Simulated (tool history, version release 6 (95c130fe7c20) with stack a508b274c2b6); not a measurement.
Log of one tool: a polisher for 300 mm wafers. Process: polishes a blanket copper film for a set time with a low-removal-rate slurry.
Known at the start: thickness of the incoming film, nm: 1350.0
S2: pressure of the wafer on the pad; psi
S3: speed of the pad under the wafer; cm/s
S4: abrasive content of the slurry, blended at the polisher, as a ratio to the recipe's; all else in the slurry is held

run 1 day=0 | flow_of_slurry_(ml/min)=215 S2=2.9 S3=134 S4=1 polishing_time_(s)=49 | film_removed_(Å)=1851.4
run 2 day=0.371 | flow_of_slurry_(ml/min)=250 S2=2.9 S3=134 S4=1 polishing_time_(s)=49 | film_removed_(Å)=1854.6
run 3 day=0.525 | flow_of_slurry_(ml/min)=250 S2=2.7 S3=134 S4=1 polishing_time_(s)=49 | film_removed_(Å)=1739.7
run 4 day=0.817 | flow_of_slurry_(ml/min)=250 S2=2.6 S3=134 S4=1 polishing_time_(s)=49 | film_removed_(Å)=1633.8
run 5 day=0.908 | flow_of_slurry_(ml/min)=250 S2=2.5 S3=134 S4=1 polishing_time_(s)=49 | film_removed_(Å)=1609.9
run 6 day=1.038 | flow_of_slurry_(ml/min)=250 S2=2.4 S3=134 S4=1 polishing_time_(s)=49 | film_removed_(Å)=1524.7
run 7 day=1.15 | flow_of_slurry_(ml/min)=250 S2=2.3 S3=134 S4=1 polishing_time_(s)=49 | film_removed_(Å)=1490.5
run 8 day=1.212 | flow_of_slurry_(ml/min)=250 S2=2.2 S3=134 S4=1 polishing_time_(s)=49 | film_removed_(Å)=1426.4
run 9 day=1.392 | flow_of_slurry_(ml/min)=250 S2=2.2 S3=134 S4=1 polishing_time_(s)=49 | film_removed_(Å)=1404.8
run 10 day=1.462 | flow_of_slurry_(ml/min)=250 S2=2.1 S3=134 S4=1 polishing_time_(s)=49 | film_removed_(Å)=1348.6

Forecast run 11:
run 11 day=1.638 | flow_of_slurry_(ml/min)=250 S2=2 S3=134 S4=1 polishing_time_(s)=49 | film_removed_(Å)=?

film removed (Å): 1291.1
